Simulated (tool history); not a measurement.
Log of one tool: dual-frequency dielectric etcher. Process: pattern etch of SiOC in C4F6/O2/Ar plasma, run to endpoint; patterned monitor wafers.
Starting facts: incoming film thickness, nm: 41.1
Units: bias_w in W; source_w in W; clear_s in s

run 1 hour=0.0 | bias_w=615 source_w=270 | clear_s=15.083
run 2 hour=6.1 | bias_w=615 source_w=230 | clear_s=15.650
run 3 hour=14.8 | bias_w=572 source_w=230 | clear_s=16.106
run 4 hour=23.6 | bias_w=541 source_w=220 | clear_s=16.496
run 5 hour=30.1 | bias_w=541 source_w=260 | clear_s=16.077
run 6 hour=36.8 | bias_w=491 source_w=260 | clear_s=16.337
run 7 hour=43.1 | bias_w=467 source_w=250 | clear_s=16.833

Run 8 comes next. What will it give?
run 8 hour=44.6 | bias_w=448 source_w=240 | clear_s=?

Run 8 came out at clear_s 17.731 s.
